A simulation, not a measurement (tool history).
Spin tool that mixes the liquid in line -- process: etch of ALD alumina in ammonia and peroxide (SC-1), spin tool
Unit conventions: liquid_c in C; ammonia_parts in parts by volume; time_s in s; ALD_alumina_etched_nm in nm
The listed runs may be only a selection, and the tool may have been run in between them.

| run | day | liquid_c | ammonia_parts | time_s | ALD_alumina_etched_nm |
|---|---|---|---|---|---|
| 1 | 0.000 | 56.0 | 0.55 | 265 | 15.095 |
| 2 | 0.283 | 56.0 | 0.45 | 265 | 14.491 |
| 3 | 0.588 | 56.0 | 0.45 | 265 | 14.568 |
| 4 | 0.675 | 57.5 | 0.45 | 265 | 15.615 |
| 5 | 0.746 | 59.0 | 0.45 | 265 | 17.313 |
| 6 | 1.042 | 59.0 | 0.35 | 265 | 16.684 |
| 7 | 1.388 | 60.0 | 0.35 | 265 | 17.299 |
| 8 | 1.588 | 60.5 | 0.35 | 265 | 18.203 |

Predict the results of run 9:
| 9 | 1.842 | 61.0 | 0.35 | 265 | ? |

ALD_alumina_etched_nm: 18.739 nm
